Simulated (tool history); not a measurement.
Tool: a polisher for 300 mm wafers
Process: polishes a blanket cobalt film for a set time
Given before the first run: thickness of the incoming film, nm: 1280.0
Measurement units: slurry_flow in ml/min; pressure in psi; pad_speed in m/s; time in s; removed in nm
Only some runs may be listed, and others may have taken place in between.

run,hour,slurry_flow,pressure,pad_speed,time,removed
1,0.0,260,1.2,1.00,49,122.33
2,7.9,260,1.4,1.02,49,136.78
3,10.4,215,1.4,1.02,49,134.54
4,11.9,220,1.5,1.06,49,146.70
5,19.8,220,1.5,1.06,44,131.39
6,28.1,220,1.5,1.06,49,146.90
7,29.1,225,1.6,1.10,49,162.09

What will run 8 give?
8,35.4,235,1.7,1.12,49,?

removed: 176.60 nm

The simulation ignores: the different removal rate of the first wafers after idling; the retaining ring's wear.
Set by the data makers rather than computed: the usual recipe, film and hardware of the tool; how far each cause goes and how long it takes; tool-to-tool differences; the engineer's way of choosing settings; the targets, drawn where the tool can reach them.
